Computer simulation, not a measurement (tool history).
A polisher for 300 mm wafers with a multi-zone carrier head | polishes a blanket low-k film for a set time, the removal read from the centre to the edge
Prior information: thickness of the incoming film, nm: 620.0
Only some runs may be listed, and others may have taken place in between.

| run | day | flow of slurry (ml/min) | pressure of the head's centre zone | pressure of the head's middle zone | pressure of the head's edge zone | abrasive content of the slurry | polishing time (s) | film removed at the wafer's centre (nm) | film removed at mid-radius (nm) | film removed at the wafer's edge (nm) |
|---|---|---|---|---|---|---|---|---|---|---|
| 1 | 0.000 | 195 | 1.00 | 1.00 | 1.00 | 1.00 | 82 | 25.933 | 25.457 | 25.789 |
| 2 | 0.192 | 200 | 0.99 | 1.02 | 1.03 | 1.10 | 83 | 26.666 | 27.842 | 27.357 |
| 3 | 0.475 | 160 | 0.99 | 1.02 | 1.03 | 1.10 | 83 | 26.255 | 27.064 | 26.631 |
| 4 | 0.500 | 160 | 0.99 | 1.05 | 1.03 | 1.10 | 83 | 25.786 | 26.584 | 27.209 |
| 5 | 0.638 | 170 | 1.00 | 1.07 | 1.06 | 1.20 | 84 | 27.413 | 28.834 | 28.317 |
| 6 | 0.888 | 170 | 1.00 | 0.98 | 1.06 | 1.20 | 84 | 27.488 | 27.384 | 28.114 |

What will run 7 give?
| 7 | 1.033 | 175 | 0.99 | 0.99 | 1.08 | 1.25 | 86 | ? | ? | ? |

For run 7 the tool returned film removed at the wafer's centre (nm) 28.328, film removed at mid-radius (nm) 27.731, film removed at the wafer's edge (nm) 29.691.

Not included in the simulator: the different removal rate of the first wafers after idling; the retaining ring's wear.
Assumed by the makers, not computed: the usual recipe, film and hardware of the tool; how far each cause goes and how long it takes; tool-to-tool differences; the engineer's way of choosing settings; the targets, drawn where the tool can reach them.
